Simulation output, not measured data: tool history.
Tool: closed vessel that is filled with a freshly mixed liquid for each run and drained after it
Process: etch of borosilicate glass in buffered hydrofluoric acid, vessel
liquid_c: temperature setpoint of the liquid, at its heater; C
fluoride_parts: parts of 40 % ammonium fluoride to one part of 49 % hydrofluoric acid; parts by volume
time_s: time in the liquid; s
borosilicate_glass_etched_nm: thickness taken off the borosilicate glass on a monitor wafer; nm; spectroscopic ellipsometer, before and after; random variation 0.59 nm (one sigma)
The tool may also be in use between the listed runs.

| run | hour | liquid_c | fluoride_parts | time_s | borosilicate_glass_etched_nm |
|---|---|---|---|---|---|
| 1 | 0 | 24 | 11 | 95 | 110.46 |
| 2 | 5.1 | 22.5 | 11.5 | 95 | 99.973 |
| 3 | 10.3 | 22.5 | 14 | 95 | 82.332 |
| 4 | 18.9 | 22.5 | 14 | 100 | 85.211 |
| 5 | 25.6 | 24 | 14 | 100 | 93.17 |
| 6 | 29.6 | 24 | 14 | 100 | 91.138 |
| 7 | 38.2 | 23 | 14.5 | 100 | 83.428 |
| 8 | 40.3 | 22 | 14.5 | 100 | 81.284 |
| 9 | 45.3 | 21 | 14.5 | 100 | 76.418 |
| 10 | 49.3 | 20.5 | 14.5 | 100 | 74.114 |
| 11 | 52.6 | 20 | 14.5 | 100 | 72.105 |
| 12 | 59.5 | 19.5 | 14.5 | 100 | 70.06 |
| 13 | 66.4 | 19 | 14.5 | 100 | 68.303 |

For run 14, what comes out?
| 14 | 74 | 18.5 | 14.5 | 100 | ? |

borosilicate_glass_etched_nm: 66.437 nm
